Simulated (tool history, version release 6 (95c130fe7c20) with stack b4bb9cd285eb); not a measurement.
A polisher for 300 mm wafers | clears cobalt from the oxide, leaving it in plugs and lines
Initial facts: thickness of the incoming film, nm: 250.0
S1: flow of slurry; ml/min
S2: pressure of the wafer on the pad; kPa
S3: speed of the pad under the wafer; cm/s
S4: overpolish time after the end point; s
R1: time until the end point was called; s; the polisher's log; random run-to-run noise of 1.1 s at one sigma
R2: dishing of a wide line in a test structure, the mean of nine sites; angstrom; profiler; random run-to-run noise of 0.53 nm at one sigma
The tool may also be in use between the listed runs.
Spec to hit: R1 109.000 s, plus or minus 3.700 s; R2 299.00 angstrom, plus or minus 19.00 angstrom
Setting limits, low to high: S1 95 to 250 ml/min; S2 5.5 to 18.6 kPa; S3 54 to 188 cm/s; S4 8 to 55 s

run  hour   S1    S2   S3  S4       R1      R2
  1   0.0  160  11.7  120  28   53.455  439.21
  2   1.2  155   9.7  114  21   65.393  375.34
  3   5.0  155   9.7  102  21   72.944  356.08
  4  11.7  150   8.3  100  20   82.868  332.52
  5  14.5  150   8.3  118  20   74.228  345.89
  6  22.4  150   8.3  130  20   67.022  350.37
  7  23.9  130   5.5   98   8  123.510  130.94
  8  29.8  160   5.5   94  12  123.000  183.47
  9  36.6  160   5.5   94  12  119.210  184.83
 10  40.4  160   5.5   94  12  122.680  182.21
 11  49.0  185   5.5   94  13  119.340  198.01
 12  55.3  190   5.5   92  16  121.530  221.45
 13  56.6  200   5.5   92  18  119.440  240.72
 14  61.4  205   5.5   92  19  118.880  263.96
 15  69.1  215   5.5   92  19  118.930  271.02
 16  70.2  220   5.5   92  19  117.080  254.80
 17  77.8  220   5.5   92  20  118.440  264.24
 18  84.9  220   5.5   92  21  116.690  275.72
 19  90.8  225   5.5   92  21  118.080  276.70

5 next moves are on the table. One of them brings every result within its allowed miss. Which?
  A  96.7  240  7.6   76  25   ?   ?
  B  96.7  165  5.5   82  20   ?   ?
  C  96.7  220  5.5  114  29   ?   ?
  D  96.7  250  5.5  100  33   ?   ?
  E  96.7  205  6.2   92  22   ?   ?

move       R1      R2
   A  104.400  327.66
   B  135.710  246.12
   C  100.730  357.37
   D  110.050  364.40
   E  109.250  298.37
A: takes the biggest miss from the last run beyond its target
B: moves away from the targets compared with the last run
C: takes the biggest miss from the last run beyond its target
D: puts the biggest miss on target and leaves a different result outside tolerance
E: every result within its allowed miss
Correct choice: E, which meets every target
